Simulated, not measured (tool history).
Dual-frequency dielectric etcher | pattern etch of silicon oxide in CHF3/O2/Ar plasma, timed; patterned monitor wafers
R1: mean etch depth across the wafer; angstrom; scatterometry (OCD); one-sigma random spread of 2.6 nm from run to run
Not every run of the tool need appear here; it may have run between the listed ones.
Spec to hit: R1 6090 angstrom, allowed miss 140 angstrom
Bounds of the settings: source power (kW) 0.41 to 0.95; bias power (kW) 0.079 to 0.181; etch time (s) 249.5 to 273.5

{"run": 1, "day": 0.0, "source power (kW)": 0.68, "bias power (kW)": 0.13, "etch time (s)": 273.5, "R1": 5471.4}
{"run": 2, "day": 0.279, "source power (kW)": 0.7, "bias power (kW)": 0.131, "etch time (s)": 273.5, "R1": 5514.1}
{"run": 3, "day": 0.567, "source power (kW)": 0.72, "bias power (kW)": 0.132, "etch time (s)": 273.5, "R1": 5561.7}
{"run": 4, "day": 0.596, "source power (kW)": 0.62, "bias power (kW)": 0.132, "etch time (s)": 273.5, "R1": 5327.6}
{"run": 5, "day": 0.846, "source power (kW)": 0.62, "bias power (kW)": 0.153, "etch time (s)": 273.5, "R1": 5625.3}
{"run": 6, "day": 0.929, "source power (kW)": 0.62, "bias power (kW)": 0.153, "etch time (s)": 249.5, "R1": 5142.9}
{"run": 7, "day": 1.271, "source power (kW)": 0.65, "bias power (kW)": 0.156, "etch time (s)": 250.5, "R1": 5260}
{"run": 8, "day": 1.525, "source power (kW)": 0.67, "bias power (kW)": 0.159, "etch time (s)": 252.5, "R1": 5391.4}
{"run": 9, "day": 1.621, "source power (kW)": 0.69, "bias power (kW)": 0.161, "etch time (s)": 253.5, "R1": 5510.5}

Consider the 4 candidate settings below. Which is the only one whose results all fall within their allowed miss of target?
{"run": "A", "day": 1.717, "source power (kW)": 0.72, "bias power (kW)": 0.162, "etch time (s)": 260.5, "R1": "?"}
{"run": "B", "day": 1.717, "source power (kW)": 0.68, "bias power (kW)": 0.162, "etch time (s)": 266, "R1": "?"}
{"run": "C", "day": 1.717, "source power (kW)": 0.74, "bias power (kW)": 0.179, "etch time (s)": 273.5, "R1": "?"}
{"run": "D", "day": 1.717, "source power (kW)": 0.72, "bias power (kW)": 0.181, "etch time (s)": 266.5, "R1": "?"}

move=A R1=5729
move=B R1=5751.9
move=C R1=6297.7
move=D R1=6112.7
A: nearer than the last run, and not there yet
B: nearer than the last run, and not there yet
C: carries the result that was furthest off beyond its target, to the other side
D: each result inside its tolerance
D meets every target.
